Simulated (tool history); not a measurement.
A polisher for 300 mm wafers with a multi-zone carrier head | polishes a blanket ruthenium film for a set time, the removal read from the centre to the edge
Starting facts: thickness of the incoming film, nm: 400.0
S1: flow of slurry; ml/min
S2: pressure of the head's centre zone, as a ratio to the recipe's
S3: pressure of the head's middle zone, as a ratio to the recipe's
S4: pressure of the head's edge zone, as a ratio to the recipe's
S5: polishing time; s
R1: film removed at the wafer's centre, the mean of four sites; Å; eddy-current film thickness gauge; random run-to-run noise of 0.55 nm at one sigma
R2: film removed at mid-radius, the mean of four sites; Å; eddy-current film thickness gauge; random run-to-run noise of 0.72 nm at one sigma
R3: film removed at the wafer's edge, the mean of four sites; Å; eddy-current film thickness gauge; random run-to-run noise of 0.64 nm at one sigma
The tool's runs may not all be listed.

run	day	S1	S2	S3	S4	S5	R1	R2	R3
1	0.000	290	1.00	1.00	1.00	42	582.15	568.42	545.42
2	0.062	290	1.00	1.00	0.95	42	576.08	569.32	550.11
3	0.154	300	1.02	1.02	0.95	42	589.07	575.21	539.38
4	0.225	300	1.07	1.02	0.95	42	623.08	595.26	533.94
5	0.446	300	1.07	1.02	0.95	52	767.91	715.18	673.09
6	0.588	300	1.07	1.03	0.94	50	741.61	691.64	631.37
7	0.912	295	1.06	1.04	0.93	49	719.57	697.00	630.52
8	1.096	295	1.06	1.04	0.93	48	703.28	681.68	612.44

The next listed run, before its measurement:
9	1.379	295	1.06	1.04	0.93	47	?	?	?

Run 9 gave R1 683.58 Å, R2 647.40 Å, R3 593.52 Å.

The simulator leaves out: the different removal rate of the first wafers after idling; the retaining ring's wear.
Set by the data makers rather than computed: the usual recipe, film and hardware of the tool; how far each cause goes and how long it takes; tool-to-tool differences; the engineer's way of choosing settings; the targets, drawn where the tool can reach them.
